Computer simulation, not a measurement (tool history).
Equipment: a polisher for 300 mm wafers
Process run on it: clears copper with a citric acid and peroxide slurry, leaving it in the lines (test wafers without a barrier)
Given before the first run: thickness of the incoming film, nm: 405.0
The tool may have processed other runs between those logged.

run	hour	flow of slurry (ml/min)	pressure of the wafer on the pad (psi)	speed of the pad under the wafer (cm/s)	abrasive content of the slurry	overpolish time after the end point (s)	time until the end point was called (s)	dishing of a wide line in a test structure (Å)
1	0.0	175	3.7	114	1.00	28	127.81	514.30
2	2.3	175	3.7	114	1.15	28	123.38	520.33
3	6.2	170	3.8	114	1.10	30	119.53	572.53
4	12.8	170	3.8	90	1.10	30	145.66	488.13
5	17.7	165	4.0	90	1.10	31	138.38	523.66
6	26.5	160	4.1	90	1.10	32	132.94	553.28
7	27.0	160	4.2	90	1.10	33	130.33	571.74

The next listed run, before its measurement:
8	28.1	160	4.3	90	1.10	34	?	?

time until the end point was called (s): 127.90
dishing of a wide line in a test structure (Å): 591.98
